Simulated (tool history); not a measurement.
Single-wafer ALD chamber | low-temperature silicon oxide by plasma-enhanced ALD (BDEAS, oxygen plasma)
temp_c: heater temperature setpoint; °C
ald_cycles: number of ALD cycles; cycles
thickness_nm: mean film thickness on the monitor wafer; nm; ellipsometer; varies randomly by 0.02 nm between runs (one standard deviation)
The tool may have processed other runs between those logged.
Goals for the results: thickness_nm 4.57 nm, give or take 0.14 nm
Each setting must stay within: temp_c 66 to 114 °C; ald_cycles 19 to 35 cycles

run	hour	temp_c	ald_cycles	thickness_nm
1	0	90	27	3.9084
2	6.4	88	28	4.0887
3	8.7	86	29	4.2916
4	16.8	95	29	4.1305
5	23.6	93	29	4.145
6	31.7	88	29	4.2527
7	38.5	86	29	4.274
8	41.9	85	29	4.3241
9	49.7	84	29	4.3192

Of the 5 settings listed for the next run, only one would bring every result within its allowed miss of target. Which one?
A	57.5	82	29	?
B	57.5	84	27	?
C	57.5	83	29	?
D	57.5	80	32	?
E	57.5	85	31	?

move	thickness_nm
A	4.3163
B	3.9896
C	4.3007
D	4.7972
E	4.5639
A: no nearer and no further than the last run
B: the biggest miss grows against the last run
C: the biggest miss grows against the last run
D: takes the biggest miss from the last run beyond its target
E: all results land within tolerance of their targets
The right move is E.
